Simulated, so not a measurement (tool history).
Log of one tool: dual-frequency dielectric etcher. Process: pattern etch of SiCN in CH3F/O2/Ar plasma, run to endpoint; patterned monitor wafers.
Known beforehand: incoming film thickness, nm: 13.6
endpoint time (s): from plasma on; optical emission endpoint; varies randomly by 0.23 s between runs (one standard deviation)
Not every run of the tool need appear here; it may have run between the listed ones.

{"run": 1, "hour": 0.0, "source power (W)": 440, "bias power (W)": 74, "endpoint time (s)": 31.694}
{"run": 2, "hour": 0.7, "source power (W)": 470, "bias power (W)": 74, "endpoint time (s)": 31.331}
{"run": 3, "hour": 5.1, "source power (W)": 490, "bias power (W)": 77, "endpoint time (s)": 30.072}
{"run": 4, "hour": 9.8, "source power (W)": 500, "bias power (W)": 78, "endpoint time (s)": 29.91}
{"run": 5, "hour": 18.1, "source power (W)": 510, "bias power (W)": 79, "endpoint time (s)": 29.48}
{"run": 6, "hour": 26.4, "source power (W)": 510, "bias power (W)": 67, "endpoint time (s)": 30.772}

Forecast run 7:
{"run": 7, "hour": 33.8, "source power (W)": 530, "bias power (W)": 69, "endpoint time (s)": "?"}

endpoint time (s): 30.331
